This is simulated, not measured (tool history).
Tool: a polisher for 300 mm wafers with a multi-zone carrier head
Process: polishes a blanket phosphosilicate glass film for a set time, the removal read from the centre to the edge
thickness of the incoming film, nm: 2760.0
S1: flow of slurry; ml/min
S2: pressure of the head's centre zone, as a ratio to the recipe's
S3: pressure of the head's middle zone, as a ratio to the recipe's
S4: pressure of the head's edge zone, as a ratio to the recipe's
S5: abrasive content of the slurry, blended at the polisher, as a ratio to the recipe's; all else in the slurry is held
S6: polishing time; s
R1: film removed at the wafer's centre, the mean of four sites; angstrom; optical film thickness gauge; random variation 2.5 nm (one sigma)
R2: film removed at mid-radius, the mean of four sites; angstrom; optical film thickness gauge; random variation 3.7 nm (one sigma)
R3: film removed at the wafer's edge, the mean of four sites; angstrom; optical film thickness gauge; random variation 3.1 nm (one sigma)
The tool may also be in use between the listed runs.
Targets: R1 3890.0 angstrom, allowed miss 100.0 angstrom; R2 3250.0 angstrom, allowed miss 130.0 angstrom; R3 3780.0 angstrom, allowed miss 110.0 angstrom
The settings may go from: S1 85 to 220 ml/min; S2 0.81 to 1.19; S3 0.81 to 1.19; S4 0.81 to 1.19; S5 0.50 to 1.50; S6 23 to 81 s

Run 1, hour 0.0: S1 140 ml/min, S2 1.00, S3 1.00, S4 1.00, S5 1.00, S6 52 s. Result: R1 2475.6 angstrom, R2 2463.0 angstrom, R3 2492.7 angstrom.
Run 2, hour 6.6: S1 145 ml/min, S2 1.02, S3 0.99, S4 1.03, S5 1.10, S6 53 s. Result: R1 2727.5 angstrom, R2 2704.9 angstrom, R3 2736.0 angstrom.
Run 3, hour 9.3: S1 110 ml/min, S2 1.02, S3 0.99, S4 1.03, S5 1.10, S6 53 s. Result: R1 2521.8 angstrom, R2 2491.2 angstrom, R3 2575.8 angstrom.
Run 4, hour 14.9: S1 110 ml/min, S2 1.02, S3 0.99, S4 1.03, S5 1.00, S6 53 s. Result: R1 2386.3 angstrom, R2 2378.7 angstrom, R3 2424.2 angstrom.
Run 5, hour 23.9: S1 125 ml/min, S2 1.03, S3 0.97, S4 1.05, S5 1.05, S6 53 s. Result: R1 2558.7 angstrom, R2 2516.5 angstrom, R3 2593.4 angstrom.
Run 6, hour 24.5: S1 100 ml/min, S2 1.03, S3 0.97, S4 1.05, S5 1.05, S6 53 s. Result: R1 2386.8 angstrom, R2 2338.9 angstrom, R3 2441.1 angstrom.
Run 7, hour 33.1: S1 140 ml/min, S2 1.12, S3 0.87, S4 1.15, S5 1.30, S6 54 s. Result: R1 3196.3 angstrom, R2 2712.8 angstrom, R3 3177.1 angstrom.
Run 8, hour 34.0: S1 150 ml/min, S2 1.12, S3 0.87, S4 1.16, S5 1.30, S6 54 s. Result: R1 3276.9 angstrom, R2 2689.0 angstrom, R3 3211.6 angstrom.
Run 9, hour 41.0: S1 160 ml/min, S2 1.12, S3 0.88, S4 1.17, S5 1.35, S6 54 s. Result: R1 3392.9 angstrom, R2 2818.0 angstrom, R3 3309.6 angstrom.
Run 10, hour 42.3: S1 165 ml/min, S2 1.12, S3 0.88, S4 1.17, S5 1.40, S6 54 s. Result: R1 3447.8 angstrom, R2 2897.4 angstrom, R3 3393.6 angstrom.
Run 11, hour 45.2: S1 170 ml/min, S2 1.12, S3 0.88, S4 1.17, S5 1.40, S6 54 s. Result: R1 3466.8 angstrom, R2 2881.8 angstrom, R3 3431.8 angstrom.

4 next moves are on the table. One of them brings every result within its allowed miss. Which?
Run A, hour 48.1: S1 130 ml/min, S2 0.99, S3 1.04, S4 1.08, S5 1.50, S6 53 s. Result: R1 ?, R2 ?, R3 ?.
Run B, hour 48.1: S1 160 ml/min, S2 1.15, S3 0.90, S4 1.19, S5 1.45, S6 59 s. Result: R1 ?, R2 ?, R3 ?.
Run C, hour 48.1: S1 145 ml/min, S2 0.89, S3 0.95, S4 1.18, S5 1.35, S6 58 s. Result: R1 ?, R2 ?, R3 ?.
Run D, hour 48.1: S1 90 ml/min, S2 0.86, S3 0.98, S4 1.19, S5 1.50, S6 64 s. Result: R1 ?, R2 ?, R3 ?.

move      R1      R2      R3
   A  3021.0  3073.9  3143.6
   B  3864.5  3124.2  3725.6
   C  3026.9  3054.2  3482.3
   D  2920.8  3154.4  3671.0
A: further off than the last run
B: meets every target
C: further off than the last run
D: further off than the last run
The right move is B.

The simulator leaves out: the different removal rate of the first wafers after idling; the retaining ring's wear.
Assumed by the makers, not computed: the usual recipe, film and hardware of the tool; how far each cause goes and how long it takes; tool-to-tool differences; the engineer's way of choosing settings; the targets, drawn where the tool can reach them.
